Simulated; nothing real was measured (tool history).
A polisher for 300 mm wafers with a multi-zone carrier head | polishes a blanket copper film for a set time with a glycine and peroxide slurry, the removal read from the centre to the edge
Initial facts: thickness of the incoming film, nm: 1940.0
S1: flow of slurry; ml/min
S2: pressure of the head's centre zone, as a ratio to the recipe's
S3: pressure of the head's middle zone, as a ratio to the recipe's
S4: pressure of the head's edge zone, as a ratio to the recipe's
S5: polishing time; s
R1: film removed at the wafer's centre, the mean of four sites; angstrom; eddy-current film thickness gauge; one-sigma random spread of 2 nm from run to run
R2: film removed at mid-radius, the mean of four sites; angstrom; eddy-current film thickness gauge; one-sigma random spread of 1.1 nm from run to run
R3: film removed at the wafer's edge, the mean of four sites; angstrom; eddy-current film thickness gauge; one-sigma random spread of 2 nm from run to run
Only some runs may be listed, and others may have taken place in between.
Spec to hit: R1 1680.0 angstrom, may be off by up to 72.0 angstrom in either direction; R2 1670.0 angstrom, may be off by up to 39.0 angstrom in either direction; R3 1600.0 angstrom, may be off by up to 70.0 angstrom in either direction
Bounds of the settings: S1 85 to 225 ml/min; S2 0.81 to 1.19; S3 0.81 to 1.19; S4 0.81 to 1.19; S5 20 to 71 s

run 1 hour=0.0 | S1=145 S2=1.00 S3=1.00 S4=1.00 S5=45 | R1=2585.6 R2=2583.7 R3=2570.6
run 2 hour=3.6 | S1=145 S2=1.00 S3=0.99 S4=0.98 S5=43 | R1=2508.2 R2=2446.1 R3=2410.2
run 3 hour=10.9 | S1=140 S2=0.99 S3=0.98 S4=0.96 S5=41 | R1=2361.3 R2=2274.1 R3=2267.5
run 4 hour=19.3 | S1=140 S2=0.98 S3=0.98 S4=0.94 S5=40 | R1=2233.8 R2=2235.8 R3=2271.0
run 5 hour=20.7 | S1=140 S2=0.94 S3=0.98 S4=0.94 S5=40 | R1=2200.5 R2=2225.0 R3=2255.2
run 6 hour=28.6 | S1=140 S2=0.94 S3=0.98 S4=0.88 S5=40 | R1=2132.1 R2=2236.4 R3=2134.2
run 7 hour=36.7 | S1=140 S2=0.94 S3=0.98 S4=0.87 S5=39 | R1=2109.4 R2=2158.7 R3=2079.3
run 8 hour=40.9 | S1=140 S2=0.94 S3=0.98 S4=0.86 S5=38 | R1=2033.2 R2=2135.4 R3=2007.9
run 9 hour=43.3 | S1=140 S2=0.94 S3=0.97 S4=0.85 S5=37 | R1=1993.3 R2=2078.4 R3=1957.7
run 10 hour=45.5 | S1=140 S2=0.94 S3=0.96 S4=0.85 S5=36 | R1=1929.3 R2=1985.7 R3=1934.3
run 11 hour=54.0 | S1=110 S2=0.99 S3=0.97 S4=0.81 S5=28 | R1=1531.4 R2=1508.4 R3=1457.8
run 12 hour=62.3 | S1=115 S2=0.99 S3=0.97 S4=0.81 S5=28 | R1=1581.7 R2=1493.8 R3=1425.4
run 13 hour=63.2 | S1=120 S2=0.98 S3=0.97 S4=0.82 S5=28 | R1=1515.2 R2=1524.5 R3=1442.4
run 14 hour=68.3 | S1=125 S2=0.98 S3=0.97 S4=0.83 S5=28 | R1=1540.2 R2=1517.1 R3=1436.7
run 15 hour=73.4 | S1=130 S2=0.98 S3=0.97 S4=0.84 S5=28 | R1=1536.9 R2=1518.8 R3=1492.8
run 16 hour=76.4 | S1=135 S2=0.98 S3=0.98 S4=0.84 S5=28 | R1=1553.6 R2=1566.9 R3=1455.8

Which one of the following 5 next-run settings gets every result inside its allowed miss? There is exactly one.
run A hour=79.4 | S1=95 S2=0.86 S3=0.85 S4=0.99 S5=30 | R1=? R2=? R3=?
run B hour=79.4 | S1=130 S2=1.01 S3=0.92 S4=0.87 S5=29 | R1=? R2=? R3=?
run C hour=79.4 | S1=140 S2=1.06 S3=0.89 S4=0.85 S5=28 | R1=? R2=? R3=?
run D hour=79.4 | S1=170 S2=1.01 S3=0.88 S4=1.00 S5=28 | R1=? R2=? R3=?
run E hour=79.4 | S1=175 S2=0.98 S3=0.98 S4=0.87 S5=29 | R1=? R2=? R3=?

move=A R1=1367.2 R2=1420.8 R3=1638.7
move=B R1=1634.8 R2=1531.4 R3=1542.9
move=C R1=1675.5 R2=1452.5 R3=1486.4
move=D R1=1641.5 R2=1475.6 R3=1624.2
move=E R1=1657.0 R2=1678.5 R3=1585.1
A: its largest miss is bigger than the last run's
B: its largest miss is bigger than the last run's
C: its largest miss is bigger than the last run's
D: its largest miss is bigger than the last run's
E: in spec on every target
The right move is E.
